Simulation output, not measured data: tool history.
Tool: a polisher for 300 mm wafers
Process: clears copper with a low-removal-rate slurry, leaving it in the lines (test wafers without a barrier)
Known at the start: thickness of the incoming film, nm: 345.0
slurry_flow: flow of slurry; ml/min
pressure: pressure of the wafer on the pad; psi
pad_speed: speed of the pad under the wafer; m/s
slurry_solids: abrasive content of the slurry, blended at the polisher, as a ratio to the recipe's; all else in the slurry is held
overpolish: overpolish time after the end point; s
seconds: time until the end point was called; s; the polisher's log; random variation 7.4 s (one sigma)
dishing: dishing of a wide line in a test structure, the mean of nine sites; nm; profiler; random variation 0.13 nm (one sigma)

run	hour	slurry_flow	pressure	pad_speed	slurry_solids	overpolish	seconds	dishing
1	0.0	250	2.2	1.00	1.00	13	188.94	15.1170
2	6.4	250	2.2	1.00	0.85	13	198.11	15.1130
3	14.2	250	2.2	1.14	0.85	13	178.57	17.1070
4	21.7	245	1.8	0.94	0.80	13	261.38	11.2940
5	30.6	240	1.6	0.84	0.75	13	325.38	8.9522
6	35.2	295	1.6	0.84	0.75	13	311.19	9.9989

Run 7 comes next. What will it give?
7	39.0	275	1.4	0.78	0.75	13	?	?

{"run 7": {"seconds": 382.29, "dishing": 8.3891}}
